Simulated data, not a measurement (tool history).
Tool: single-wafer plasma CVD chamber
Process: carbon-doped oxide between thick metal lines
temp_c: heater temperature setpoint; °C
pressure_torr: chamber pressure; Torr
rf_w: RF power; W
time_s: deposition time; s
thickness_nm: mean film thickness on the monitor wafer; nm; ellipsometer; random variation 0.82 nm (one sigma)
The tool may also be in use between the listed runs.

| run | day | temp_c | pressure_torr | rf_w | time_s | thickness_nm |
|---|---|---|---|---|---|---|
| 1 | 0 | 335 | 5.16 | 485 | 83.4 | 415.76 |
| 2 | 0.271 | 335 | 5.97 | 485 | 83.4 | 424.51 |
| 3 | 0.479 | 337 | 5.68 | 465 | 83.3 | 407.38 |
| 4 | 0.642 | 337 | 5.68 | 465 | 79.6 | 389.51 |
| 5 | 0.792 | 337 | 5.68 | 400 | 79.6 | 342.16 |
| 6 | 1.054 | 337 | 6.02 | 400 | 79.6 | 344.72 |
| 7 | 1.192 | 339 | 5.91 | 400 | 79.6 | 342.52 |

The next listed run, before its measurement:
| 8 | 1.25 | 341 | 5.82 | 400 | 79.6 | ? |

thickness_nm: 339.33 nm
